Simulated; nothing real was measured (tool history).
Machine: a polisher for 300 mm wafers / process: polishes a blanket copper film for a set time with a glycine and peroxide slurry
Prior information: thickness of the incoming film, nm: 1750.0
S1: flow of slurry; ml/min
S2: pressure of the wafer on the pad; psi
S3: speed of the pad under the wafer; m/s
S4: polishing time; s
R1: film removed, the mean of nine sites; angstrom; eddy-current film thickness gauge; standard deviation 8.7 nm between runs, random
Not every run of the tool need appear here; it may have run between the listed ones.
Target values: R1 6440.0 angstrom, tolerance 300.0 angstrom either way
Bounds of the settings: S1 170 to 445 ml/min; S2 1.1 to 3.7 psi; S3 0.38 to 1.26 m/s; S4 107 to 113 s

run  hour   S1   S2    S3   S4      R1
  1   0.0  285  2.4  0.82  107  3777.6
  2   4.3  285  2.7  0.86  107  4058.7
  3   7.9  225  2.7  0.86  107  4116.3
  4  12.2  255  2.7  0.86  107  4141.5
  5  15.2  200  2.7  0.86  107  4051.6
     19.9  -- head pressure recalibrated
  6  19.9  200  2.7  0.76  107  3934.8
  7  21.9  200  2.7  0.76  107  3997.9
  8  24.9  200  3.3  0.96  109  5551.9
  9  28.9  200  3.4  0.96  109  5656.1
 10  30.1  200  3.5  0.98  109  5661.2
 11  37.4  200  3.5  1.00  109  5841.3

Below are 4 possible settings for the next run. Only one of them brings all results inside the allowed miss of their targets. Which is it?
  A  44.7  200  3.0  1.14  109   ?
  B  44.7  180  3.6  0.76  111   ?
  C  44.7  245  3.4  1.10  110   ?
  D  44.7  170  2.7  1.18  109   ?

move      R1
   A  6026.5
   B  4896.5
   C  6504.6
   D  5728.8
A: better than the last run, though not everything is in spec
B: further off than the last run
C: all results land within tolerance of their targets
D: further off than the last run
Correct choice: C, which meets every target

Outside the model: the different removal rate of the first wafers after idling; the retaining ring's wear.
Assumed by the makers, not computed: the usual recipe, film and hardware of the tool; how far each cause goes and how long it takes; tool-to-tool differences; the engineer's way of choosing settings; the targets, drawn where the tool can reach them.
